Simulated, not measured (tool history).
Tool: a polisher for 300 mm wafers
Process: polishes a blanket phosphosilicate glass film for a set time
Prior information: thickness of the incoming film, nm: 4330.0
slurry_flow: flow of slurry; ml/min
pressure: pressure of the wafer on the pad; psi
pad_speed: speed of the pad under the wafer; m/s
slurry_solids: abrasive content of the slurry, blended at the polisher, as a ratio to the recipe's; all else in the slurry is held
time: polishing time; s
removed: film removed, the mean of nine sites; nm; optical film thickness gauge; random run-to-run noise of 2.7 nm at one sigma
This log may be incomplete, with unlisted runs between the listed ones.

{"run": 1, "hour": 0.0, "slurry_flow": 205, "pressure": 2.3, "pad_speed": 0.8, "slurry_solids": 1.0, "time": 52, "removed": 299.85}
{"run": 2, "hour": 2.7, "slurry_flow": 205, "pressure": 2.2, "pad_speed": 0.8, "slurry_solids": 1.0, "time": 52, "removed": 287.46}
{"run": 3, "hour": 3.4, "slurry_flow": 245, "pressure": 2.2, "pad_speed": 0.8, "slurry_solids": 1.0, "time": 52, "removed": 300.35}
{"run": 4, "hour": 9.7, "slurry_flow": 245, "pressure": 2.2, "pad_speed": 0.7, "slurry_solids": 1.0, "time": 52, "removed": 270.66}
{"run": 5, "hour": 11.6, "slurry_flow": 245, "pressure": 2.2, "pad_speed": 0.8, "slurry_solids": 1.0, "time": 52, "removed": 291.44}
{"run": 6, "hour": 15.2, "slurry_flow": 245, "pressure": 2.2, "pad_speed": 0.8, "slurry_solids": 1.1, "time": 52, "removed": 317.29}
{"run": 7, "hour": 17.3, "slurry_flow": 245, "pressure": 2.1, "pad_speed": 0.8, "slurry_solids": 1.1, "time": 52, "removed": 307.35}
{"run": 8, "hour": 19.5, "slurry_flow": 245, "pressure": 2.0, "pad_speed": 0.8, "slurry_solids": 1.1, "time": 52, "removed": 285.52}
{"run": 9, "hour": 21.0, "slurry_flow": 245, "pressure": 1.9, "pad_speed": 0.8, "slurry_solids": 1.1, "time": 52, "removed": 282.32}

Forecast run 10:
{"run": 10, "hour": 27.0, "slurry_flow": 245, "pressure": 1.8, "pad_speed": 0.8, "slurry_solids": 1.1, "time": 52, "removed": "?"}

{"run 10": {"removed": 256.46}}

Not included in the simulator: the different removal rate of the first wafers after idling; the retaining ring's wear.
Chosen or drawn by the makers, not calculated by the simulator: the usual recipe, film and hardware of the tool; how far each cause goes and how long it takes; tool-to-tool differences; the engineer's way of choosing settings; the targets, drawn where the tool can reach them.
